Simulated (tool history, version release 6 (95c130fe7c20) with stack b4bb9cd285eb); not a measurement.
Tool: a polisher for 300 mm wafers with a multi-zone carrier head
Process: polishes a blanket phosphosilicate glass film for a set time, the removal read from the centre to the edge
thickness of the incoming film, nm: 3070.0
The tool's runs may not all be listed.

run,day,flow of slurry (ml/min),pressure of the head's centre zone,pressure of the head's middle zone,pressure of the head's edge zone,abrasive content of the slurry,polishing time (s),film removed at the wafer's centre (nm),film removed at mid-radius (nm),film removed at the wafer's edge (nm)
1,0,130,1,1,1,1,35,302.6,279.52,298.01
2,0.029,155,1,1,1,1,35,311.71,293.79,299.01
3,0.196,175,1,1,1,1,35,322.56,298.32,312.37
4,0.462,150,1,1,1,1,35,306.46,290,305.59
5,0.512,150,1.07,1,1,1,35,334.9,290.5,303.87
6,0.783,145,1.05,0.98,0.98,0.9,33,285.3,256.66,274.18

The next listed run, before its measurement:
7,1.004,145,1.13,0.9,0.9,0.65,23,?,?,?

{"run 7": {"film removed at the wafer's centre (nm)": 188.91, "film removed at mid-radius (nm)": 144.6, "film removed at the wafer's edge (nm)": 158.8}}
